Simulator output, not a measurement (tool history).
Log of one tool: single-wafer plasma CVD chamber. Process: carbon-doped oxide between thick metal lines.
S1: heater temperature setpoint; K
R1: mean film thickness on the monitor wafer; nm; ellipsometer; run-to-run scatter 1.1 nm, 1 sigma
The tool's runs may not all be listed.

run 1 hour=0 | S1=633.15 chamber_pressure_(mTorr)=5900 RF_power_(kW)=0.52 deposition_time_(s)=93.9 | R1=546.56
run 2 hour=3.1 | S1=633.15 chamber_pressure_(mTorr)=5900 RF_power_(kW)=0.52 deposition_time_(s)=93.9 | R1=545.78
run 3 hour=11.1 | S1=633.15 chamber_pressure_(mTorr)=5900 RF_power_(kW)=0.52 deposition_time_(s)=96.8 | R1=563.64
run 4 hour=18.5 | S1=643.15 chamber_pressure_(mTorr)=5900 RF_power_(kW)=0.52 deposition_time_(s)=96.8 | R1=551.15
run 5 hour=20 | S1=644.15 chamber_pressure_(mTorr)=5800 RF_power_(kW)=0.48 deposition_time_(s)=96.1 | R1=519.34
run 6 hour=23.4 | S1=645.15 chamber_pressure_(mTorr)=5710 RF_power_(kW)=0.45 deposition_time_(s)=95.6 | R1=493.42
run 7 hour=24.1 | S1=645.15 chamber_pressure_(mTorr)=5660 RF_power_(kW)=0.43 deposition_time_(s)=95.2 | R1=477.52

Expected results for the next run?
run 8 hour=25.5 | S1=646.15 chamber_pressure_(mTorr)=5460 RF_power_(kW)=0.355 deposition_time_(s)=93.9 | R1=?

Run 8 produced R1 403.45 nm.
